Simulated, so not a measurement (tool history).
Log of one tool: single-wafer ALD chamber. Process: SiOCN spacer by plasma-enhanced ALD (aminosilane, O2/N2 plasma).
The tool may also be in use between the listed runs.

run  hour  heater temperature setpoint (°C)  number of ALD cycles (cycles)  mean film thickness on the monitor wafer (angstrom)
  1   0.0                               405                             97                                               57.906
  2   1.8                               409                             91                                               53.270
  3   5.2                               418                             91                                               52.075
  4   8.2                               420                             87                                               49.239
  5  12.2                               420                             96                                               54.254
  6  19.7                               422                             91                                               51.356
  7  24.3                               423                             87                                               48.887

What will run 8 give?
  8  29.5                               424                             84                                                    ?

mean film thickness on the monitor wafer (angstrom): 47.344

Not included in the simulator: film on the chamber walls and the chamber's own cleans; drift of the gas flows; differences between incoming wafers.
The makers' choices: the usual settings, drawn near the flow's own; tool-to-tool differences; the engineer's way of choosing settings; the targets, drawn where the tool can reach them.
